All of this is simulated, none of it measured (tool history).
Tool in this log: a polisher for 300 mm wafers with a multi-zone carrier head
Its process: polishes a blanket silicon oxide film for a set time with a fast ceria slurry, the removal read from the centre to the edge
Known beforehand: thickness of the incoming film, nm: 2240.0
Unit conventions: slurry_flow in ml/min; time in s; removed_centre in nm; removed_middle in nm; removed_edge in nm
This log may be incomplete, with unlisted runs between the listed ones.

Run 1, hour 0: slurry_flow 210 ml/min, centre_zone 1, middle_zone 1, edge_zone 1, time 77 s. Result: removed_centre 707.66 nm, removed_middle 697.36 nm, removed_edge 706.68 nm.
Run 2, hour 6.9: slurry_flow 205 ml/min, centre_zone 1.02, middle_zone 0.95, edge_zone 0.97, time 72 s. Result: removed_centre 679.39 nm, removed_middle 619.76 nm, removed_edge 661.56 nm.
Run 3, hour 15.5: slurry_flow 205 ml/min, centre_zone 1.04, middle_zone 0.93, edge_zone 0.94, time 68 s. Result: removed_centre 651.14 nm, removed_middle 569.61 nm, removed_edge 628.08 nm.
Run 4, hour 18.9: slurry_flow 205 ml/min, centre_zone 1.04, middle_zone 0.85, edge_zone 0.94, time 68 s. Result: removed_centre 654.35 nm, removed_middle 545.99 nm, removed_edge 605.61 nm.
Run 5, hour 27.8: slurry_flow 155 ml/min, centre_zone 1.04, middle_zone 0.85, edge_zone 0.94, time 68 s. Result: removed_centre 602.33 nm, removed_middle 507.47 nm, removed_edge 586.97 nm.
Run 6, hour 32.2: slurry_flow 155 ml/min, centre_zone 1.04, middle_zone 0.85, edge_zone 0.94, time 83 s. Result: removed_centre 750.99 nm, removed_middle 610.81 nm, removed_edge 714.44 nm.
Run 7, hour 38.4: slurry_flow 165 ml/min, centre_zone 1.05, middle_zone 0.85, edge_zone 0.91, time 77 s. Result: removed_centre 695.18 nm, removed_middle 568.96 nm, removed_edge 647.53 nm.

Predict the results of run 8:
Run 8, hour 42.6: slurry_flow 165 ml/min, centre_zone 1.06, middle_zone 0.84, edge_zone 0.88, time 75 s. Result: removed_centre ?, removed_middle ?, removed_edge ?.

For run 8 the tool returned removed_centre 689.18 nm, removed_middle 561.73 nm, removed_edge 615.99 nm.

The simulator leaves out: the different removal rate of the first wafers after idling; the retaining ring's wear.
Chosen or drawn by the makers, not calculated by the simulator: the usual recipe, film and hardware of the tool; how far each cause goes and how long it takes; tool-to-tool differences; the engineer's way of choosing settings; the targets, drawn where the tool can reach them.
